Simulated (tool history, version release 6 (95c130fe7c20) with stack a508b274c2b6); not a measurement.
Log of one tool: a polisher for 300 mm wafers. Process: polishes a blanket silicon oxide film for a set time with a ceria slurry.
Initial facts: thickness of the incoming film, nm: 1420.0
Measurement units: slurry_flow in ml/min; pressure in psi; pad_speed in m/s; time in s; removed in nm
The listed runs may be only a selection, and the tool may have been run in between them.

Run 1, hour 0.0: slurry_flow 130 ml/min, pressure 3.9 psi, pad_speed 1.28 m/s, time 48 s. Result: removed 292.59 nm.
Run 2, hour 5.7: slurry_flow 140 ml/min, pressure 4.5 psi, pad_speed 1.28 m/s, time 48 s. Result: removed 331.09 nm.
Run 3, hour 7.4: slurry_flow 140 ml/min, pressure 4.9 psi, pad_speed 1.28 m/s, time 48 s. Result: removed 360.43 nm.
Run 4, hour 15.6: slurry_flow 140 ml/min, pressure 4.9 psi, pad_speed 1.42 m/s, time 48 s. Result: removed 400.64 nm.
Run 5, hour 19.9: slurry_flow 125 ml/min, pressure 4.9 psi, pad_speed 1.42 m/s, time 48 s. Result: removed 391.15 nm.
Run 6, hour 26.5: slurry_flow 125 ml/min, pressure 4.9 psi, pad_speed 1.42 m/s, time 50 s. Result: removed 402.74 nm.
Run 7, hour 31.3: slurry_flow 140 ml/min, pressure 5.0 psi, pad_speed 1.42 m/s, time 50 s. Result: removed 423.31 nm.

What will run 8 give?
Run 8, hour 38.4: slurry_flow 145 ml/min, pressure 5.1 psi, pad_speed 1.42 m/s, time 50 s. Result: removed ?.

Run 8 gave removed 435.25 nm.

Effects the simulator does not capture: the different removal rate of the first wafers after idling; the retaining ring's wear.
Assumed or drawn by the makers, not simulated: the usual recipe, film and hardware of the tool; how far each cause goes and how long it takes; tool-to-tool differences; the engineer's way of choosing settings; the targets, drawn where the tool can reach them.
